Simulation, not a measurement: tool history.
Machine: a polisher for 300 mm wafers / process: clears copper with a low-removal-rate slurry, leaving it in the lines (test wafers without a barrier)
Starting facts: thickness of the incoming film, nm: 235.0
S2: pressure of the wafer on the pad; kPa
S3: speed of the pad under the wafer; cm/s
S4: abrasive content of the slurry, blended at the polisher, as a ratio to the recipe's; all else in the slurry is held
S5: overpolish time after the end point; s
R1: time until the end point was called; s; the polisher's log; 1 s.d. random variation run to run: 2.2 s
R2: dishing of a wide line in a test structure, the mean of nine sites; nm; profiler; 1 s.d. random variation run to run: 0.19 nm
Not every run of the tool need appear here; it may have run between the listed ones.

{"run": 1, "day": 0.0, "flow of slurry (ml/min)": 285, "S2": 13.8, "S3": 102, "S4": 1.0, "S5": 16, "R1": 141.68, "R2": 20.449}
{"run": 2, "day": 0.217, "flow of slurry (ml/min)": 285, "S2": 13.8, "S3": 102, "S4": 0.8, "S5": 16, "R1": 154.43, "R2": 19.713}
{"run": 3, "day": 0.446, "flow of slurry (ml/min)": 290, "S2": 13.8, "S3": 102, "S4": 0.85, "S5": 14, "R1": 145.03, "R2": 17.222}
{"run": 4, "day": 0.725, "flow of slurry (ml/min)": 290, "S2": 13.8, "S3": 120, "S4": 0.85, "S5": 14, "R1": 127.36, "R2": 20.956}
{"run": 5, "day": 0.762, "flow of slurry (ml/min)": 290, "S2": 11.0, "S3": 120, "S4": 0.85, "S5": 14, "R1": 160.69, "R2": 16.18}
{"run": 6, "day": 1.125, "flow of slurry (ml/min)": 290, "S2": 11.0, "S3": 100, "S4": 0.85, "S5": 14, "R1": 192.11, "R2": 14.053}
{"run": 7, "day": 1.471, "flow of slurry (ml/min)": 295, "S2": 11.7, "S3": 100, "S4": 0.9, "S5": 12, "R1": 175.33, "R2": 12.867}

For run 8, what comes out?
{"run": 8, "day": 1.538, "flow of slurry (ml/min)": 300, "S2": 11.7, "S3": 100, "S4": 0.9, "S5": 11, "R1": "?", "R2": "?"}

Run 8 gave R1 175.92 s, R2 12.032 nm.
